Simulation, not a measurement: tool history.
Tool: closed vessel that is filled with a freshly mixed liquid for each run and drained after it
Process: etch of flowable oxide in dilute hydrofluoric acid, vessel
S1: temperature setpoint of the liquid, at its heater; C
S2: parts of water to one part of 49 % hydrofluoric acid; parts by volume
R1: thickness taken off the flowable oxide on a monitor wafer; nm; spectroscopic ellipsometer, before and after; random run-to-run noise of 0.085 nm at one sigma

{"run": 1, "hour": 0.0, "S1": 24.0, "S2": 210, "time in the liquid (s)": 50, "R1": 4.1443}
{"run": 2, "hour": 5.7, "S1": 24.0, "S2": 210, "time in the liquid (s)": 30, "R1": 2.4907}
{"run": 3, "hour": 14.7, "S1": 24.0, "S2": 240, "time in the liquid (s)": 30, "R1": 2.1122}
{"run": 4, "hour": 18.4, "S1": 20.5, "S2": 240, "time in the liquid (s)": 30, "R1": 1.8749}
{"run": 5, "hour": 20.6, "S1": 20.5, "S2": 240, "time in the liquid (s)": 30, "R1": 1.8713}
{"run": 6, "hour": 23.6, "S1": 24.0, "S2": 240, "time in the liquid (s)": 30, "R1": 2.1339}
{"run": 7, "hour": 29.3, "S1": 25.5, "S2": 215, "time in the liquid (s)": 30, "R1": 2.5492}
{"run": 8, "hour": 38.2, "S1": 25.5, "S2": 185, "time in the liquid (s)": 30, "R1": 3.074}
{"run": 9, "hour": 40.4, "S1": 26.5, "S2": 160, "time in the liquid (s)": 35, "R1": 4.4708}
{"run": 10, "hour": 41.3, "S1": 27.5, "S2": 140, "time in the liquid (s)": 35, "R1": 5.4581}
{"run": 11, "hour": 48.4, "S1": 27.5, "S2": 140, "time in the liquid (s)": 35, "R1": 5.3898}
{"hour": 52.5, "done": "thermometer replaced"}
{"run": 12, "hour": 52.5, "S1": 28.0, "S2": 125, "time in the liquid (s)": 35, "R1": 5.9958}
{"run": 13, "hour": 57.0, "S1": 28.0, "S2": 125, "time in the liquid (s)": 35, "R1": 6.058}
{"run": 14, "hour": 62.2, "S1": 28.5, "S2": 115, "time in the liquid (s)": 35, "R1": 6.7759}

Run 15, settings as shown, results not yet in. Your forecast:
{"run": 15, "hour": 67.3, "S1": 29.0, "S2": 105, "time in the liquid (s)": 35, "R1": "?"}

{"run 15": {"R1": 7.6432}}

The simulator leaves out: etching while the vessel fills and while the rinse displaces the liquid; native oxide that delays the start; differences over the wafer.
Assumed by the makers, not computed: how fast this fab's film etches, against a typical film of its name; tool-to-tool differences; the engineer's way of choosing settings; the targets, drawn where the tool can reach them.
